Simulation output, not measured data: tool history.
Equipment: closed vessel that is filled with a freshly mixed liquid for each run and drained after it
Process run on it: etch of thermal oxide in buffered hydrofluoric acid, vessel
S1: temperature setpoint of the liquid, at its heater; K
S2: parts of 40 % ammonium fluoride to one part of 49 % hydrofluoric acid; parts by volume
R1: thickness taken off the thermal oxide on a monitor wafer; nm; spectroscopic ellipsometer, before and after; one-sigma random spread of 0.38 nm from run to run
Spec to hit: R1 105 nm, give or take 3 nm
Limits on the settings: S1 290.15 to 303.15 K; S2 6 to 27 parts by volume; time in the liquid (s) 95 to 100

run 1 hour=0 | S1=295.15 S2=16.5 time_in_the_liquid_(s)=95 | R1=49.578
run 2 hour=9 | S1=295.15 S2=16.5 time_in_the_liquid_(s)=95 | R1=49.407
run 3 hour=13.3 | S1=295.15 S2=16.5 time_in_the_liquid_(s)=100 | R1=52.114
run 4 hour=18.7 | S1=297.15 S2=15 time_in_the_liquid_(s)=100 | R1=63.954
run 5 hour=26.7 | S1=294.15 S2=15 time_in_the_liquid_(s)=100 | R1=53.888
run 6 hour=34.5 | S1=294.15 S2=15 time_in_the_liquid_(s)=100 | R1=54.432
run 7 hour=41.2 | S1=296.65 S2=14 time_in_the_liquid_(s)=100 | R1=66.728
run 8 hour=47.9 | S1=298.65 S2=13.5 time_in_the_liquid_(s)=100 | R1=77.457
run 9 hour=54 | S1=300.15 S2=13.5 time_in_the_liquid_(s)=100 | R1=83.778
run 10 hour=56.4 | S1=301.15 S2=13 time_in_the_liquid_(s)=100 | R1=91.416
-- hour=59.7 hydrofluoric acid flow meter replaced
run 11 hour=59.7 | S1=301.15 S2=13 time_in_the_liquid_(s)=100 | R1=100.83

4 candidate next runs follow, results not yet known. Just one meets every target within its allowed miss. Identify it.
run A hour=63 | S1=300.65 S2=12 time_in_the_liquid_(s)=100 | R1=?
run B hour=63 | S1=298.65 S2=11.5 time_in_the_liquid_(s)=100 | R1=?
run C hour=63 | S1=301.65 S2=13 time_in_the_liquid_(s)=95 | R1=?
run D hour=63 | S1=302.65 S2=14 time_in_the_liquid_(s)=95 | R1=?

move=A R1=105.69
move=B R1=98.959
move=C R1=97.922
move=D R1=96.016
A: each result inside its tolerance
B: lands further from the targets than the last run did
C: lands further from the targets than the last run did
D: lands further from the targets than the last run did
So the answer is move A, the one that meets all the targets.

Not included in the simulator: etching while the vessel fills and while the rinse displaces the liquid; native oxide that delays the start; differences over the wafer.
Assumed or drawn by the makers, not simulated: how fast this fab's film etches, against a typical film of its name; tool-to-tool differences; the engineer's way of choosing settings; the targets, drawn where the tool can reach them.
